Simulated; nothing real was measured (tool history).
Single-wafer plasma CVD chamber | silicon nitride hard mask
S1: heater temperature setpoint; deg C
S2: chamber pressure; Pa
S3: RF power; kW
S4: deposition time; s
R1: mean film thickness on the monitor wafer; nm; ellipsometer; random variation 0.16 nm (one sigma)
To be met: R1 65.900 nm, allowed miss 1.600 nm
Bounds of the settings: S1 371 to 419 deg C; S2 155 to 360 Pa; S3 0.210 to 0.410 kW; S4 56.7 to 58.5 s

Run 1, hour 0.0: S1 395 deg C, S2 257 Pa, S3 0.310 kW, S4 56.7 s. Result: R1 74.728 nm.
Run 2, hour 7.9: S1 395 deg C, S2 236 Pa, S3 0.300 kW, S4 56.7 s. Result: R1 70.925 nm.
Run 3, hour 12.5: S1 395 deg C, S2 223 Pa, S3 0.295 kW, S4 56.7 s. Result: R1 68.589 nm.
Run 4, hour 14.9: S1 395 deg C, S2 223 Pa, S3 0.340 kW, S4 56.7 s. Result: R1 76.050 nm.
Run 5, hour 21.7: S1 395 deg C, S2 205 Pa, S3 0.330 kW, S4 56.7 s. Result: R1 72.402 nm.
Run 6, hour 26.3: S1 395 deg C, S2 205 Pa, S3 0.330 kW, S4 56.7 s. Result: R1 72.548 nm.
At hour 29.5: thermocouple changed; heater temperature recalibrated.
Run 7, hour 29.5: S1 395 deg C, S2 192 Pa, S3 0.325 kW, S4 56.7 s. Result: R1 69.262 nm.
Run 8, hour 34.7: S1 395 deg C, S2 164 Pa, S3 0.320 kW, S4 56.7 s. Result: R1 63.874 nm.

5 next moves are on the table. One of them brings every result within its allowed miss. Which?
Run A, hour 39.9: S1 400 deg C, S2 163 Pa, S3 0.295 kW, S4 58.3 s. Result: R1 ?.
Run B, hour 39.9: S1 388 deg C, S2 165 Pa, S3 0.320 kW, S4 57.9 s. Result: R1 ?.
Run C, hour 39.9: S1 396 deg C, S2 188 Pa, S3 0.290 kW, S4 56.7 s. Result: R1 ?.
Run D, hour 39.9: S1 401 deg C, S2 155 Pa, S3 0.305 kW, S4 56.7 s. Result: R1 ?.
Run E, hour 39.9: S1 388 deg C, S2 169 Pa, S3 0.290 kW, S4 56.7 s. Result: R1 ?.

move      R1
   A  61.700
   B  65.988
   C  63.402
   D  59.991
   E  60.724
A: further off than the last run
B: meets every target
C: further off than the last run
D: further off than the last run
E: further off than the last run
The right move is B.
